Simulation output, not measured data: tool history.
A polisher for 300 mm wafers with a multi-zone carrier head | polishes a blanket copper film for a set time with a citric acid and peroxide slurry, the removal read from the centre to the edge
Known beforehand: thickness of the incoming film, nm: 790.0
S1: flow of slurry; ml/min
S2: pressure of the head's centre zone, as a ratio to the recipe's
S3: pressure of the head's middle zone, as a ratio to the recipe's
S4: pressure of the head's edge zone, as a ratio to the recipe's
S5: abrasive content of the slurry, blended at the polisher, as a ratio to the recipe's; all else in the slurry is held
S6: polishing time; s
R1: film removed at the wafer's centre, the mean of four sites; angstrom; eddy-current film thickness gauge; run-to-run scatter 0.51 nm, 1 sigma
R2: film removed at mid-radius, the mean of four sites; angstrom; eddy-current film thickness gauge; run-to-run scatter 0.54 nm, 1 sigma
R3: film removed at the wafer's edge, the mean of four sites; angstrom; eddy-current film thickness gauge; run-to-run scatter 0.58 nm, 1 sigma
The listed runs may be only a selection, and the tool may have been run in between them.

run	hour	S1	S2	S3	S4	S5	S6	R1	R2	R3
1	0	190	1	1	1	1	49	748.75	788.32	760.77
2	3	190	1	1	1	1.2	49	784.02	813.81	806.97
3	5.3	190	1	1	1	1.3	49	815.98	845.72	840.8
4	6.6	185	0.98	0.99	0.99	1.2	47	760.82	781.55	783.18
5	13.7	185	0.96	1	1	1.15	44	682.7	721.13	713.87
6	21.3	160	0.96	1	1	1.15	44	642.53	705.05	680.74

Expected results for the next run?
7	25.9	155	0.95	0.99	1.01	1.1	43	?	?	?

Run 7 gave R1 624.07 angstrom, R2 664.89 angstrom, R3 673.08 angstrom.
